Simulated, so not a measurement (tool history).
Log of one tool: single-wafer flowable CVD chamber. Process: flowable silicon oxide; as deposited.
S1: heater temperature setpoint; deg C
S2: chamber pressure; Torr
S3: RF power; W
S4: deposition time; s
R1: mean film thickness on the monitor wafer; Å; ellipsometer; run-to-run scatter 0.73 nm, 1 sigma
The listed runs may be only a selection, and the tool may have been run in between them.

run 1 hour=0.0 | S1=110 S2=0.882 S3=2125 S4=911 | R1=4905.2
run 2 hour=2.1 | S1=110 S2=0.882 S3=2125 S4=939 | R1=5048.3
run 3 hour=3.3 | S1=110 S2=0.882 S3=2255 S4=939 | R1=5084.0
run 4 hour=10.5 | S1=110 S2=0.882 S3=2080 S4=939 | R1=5045.5
run 5 hour=15.8 | S1=110 S2=0.882 S3=2080 S4=911 | R1=4871.5
run 6 hour=16.3 | S1=110 S2=0.808 S3=2080 S4=911 | R1=4482.7

Predict the results of run 7:
run 7 hour=20.5 | S1=111 S2=0.808 S3=2080 S4=911 | R1=?

{"run 7": {"R1": 4363.0}}
